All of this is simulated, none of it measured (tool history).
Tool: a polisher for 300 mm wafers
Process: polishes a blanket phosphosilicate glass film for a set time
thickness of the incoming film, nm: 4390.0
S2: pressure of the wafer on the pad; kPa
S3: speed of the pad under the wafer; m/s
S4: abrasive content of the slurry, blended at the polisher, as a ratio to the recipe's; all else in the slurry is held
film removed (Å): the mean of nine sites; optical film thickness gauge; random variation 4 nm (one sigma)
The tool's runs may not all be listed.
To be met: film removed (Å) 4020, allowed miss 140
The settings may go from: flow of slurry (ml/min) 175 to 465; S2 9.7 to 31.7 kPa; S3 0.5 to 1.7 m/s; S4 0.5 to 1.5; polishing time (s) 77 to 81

Run 1, hour 0: flow of slurry (ml/min) 295, S2 20.7 kPa, S3 1.1 m/s, S4 1, polishing time (s) 77. Result: film removed (Å) 5360.5.
Run 2, hour 1.9: flow of slurry (ml/min) 295, S2 19.3 kPa, S3 1.1 m/s, S4 1, polishing time (s) 77. Result: film removed (Å) 4903.3.
Run 3, hour 9.4: flow of slurry (ml/min) 295, S2 19.3 kPa, S3 1.1 m/s, S4 1, polishing time (s) 77. Result: film removed (Å) 4952.
Run 4, hour 10.1: flow of slurry (ml/min) 295, S2 19.3 kPa, S3 1.1 m/s, S4 1.2, polishing time (s) 77. Result: film removed (Å) 5464.1.
Run 5, hour 14.9: flow of slurry (ml/min) 295, S2 17.9 kPa, S3 1.1 m/s, S4 1.2, polishing time (s) 77. Result: film removed (Å) 5129.
Run 6, hour 17: flow of slurry (ml/min) 295, S2 16.5 kPa, S3 1.1 m/s, S4 1.2, polishing time (s) 77. Result: film removed (Å) 4708.7.
Run 7, hour 24.8: flow of slurry (ml/min) 295, S2 15.9 kPa, S3 1.1 m/s, S4 1.2, polishing time (s) 77. Result: film removed (Å) 4516.8.
Run 8, hour 27.7: flow of slurry (ml/min) 295, S2 15.2 kPa, S3 1.1 m/s, S4 1.2, polishing time (s) 77. Result: film removed (Å) 4302.6.

Which of these 5 next moves meets every target?
Run A, hour 30.6: flow of slurry (ml/min) 360, S2 13.1 kPa, S3 1.34 m/s, S4 1.15, polishing time (s) 81. Result: film removed (Å) ?.
Run B, hour 30.6: flow of slurry (ml/min) 365, S2 12.4 kPa, S3 1.28 m/s, S4 1.35, polishing time (s) 77. Result: film removed (Å) ?.
Run C, hour 30.6: flow of slurry (ml/min) 320, S2 14.5 kPa, S3 1.06 m/s, S4 1.15, polishing time (s) 78. Result: film removed (Å) ?.
Run D, hour 30.6: flow of slurry (ml/min) 255, S2 18.6 kPa, S3 0.96 m/s, S4 0.75, polishing time (s) 81. Result: film removed (Å) ?.
Run E, hour 30.6: flow of slurry (ml/min) 240, S2 15.2 kPa, S3 1.1 m/s, S4 1.2, polishing time (s) 77. Result: film removed (Å) ?.

move  film removed (Å)
   A            4568.7
   B            4323.5
   C            4036.2
   D            3729.9
   E            4247.2
A: further off than the last run
B: further off than the last run
C: meets every target
D: takes the result that was furthest off past its target
E: nearer than the last run, and not there yet
Answer: C
